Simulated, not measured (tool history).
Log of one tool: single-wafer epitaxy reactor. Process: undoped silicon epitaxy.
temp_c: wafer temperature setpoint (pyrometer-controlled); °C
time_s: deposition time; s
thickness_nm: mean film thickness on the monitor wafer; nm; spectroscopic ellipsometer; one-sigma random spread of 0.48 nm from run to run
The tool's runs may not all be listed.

run	hour	temp_c	time_s	thickness_nm
1	0.0	665	443	105.760
2	1.9	673	443	122.120
3	10.1	667	442	110.260
4	18.8	663	441	102.030
5	24.1	663	497	113.720
6	26.7	663	441	102.240
7	30.3	661	440	97.859
8	38.4	659	440	94.196

What does the tool deliver on the next run?
9	45.8	658	440	?

{"run 9": {"thickness_nm": 92.495}}
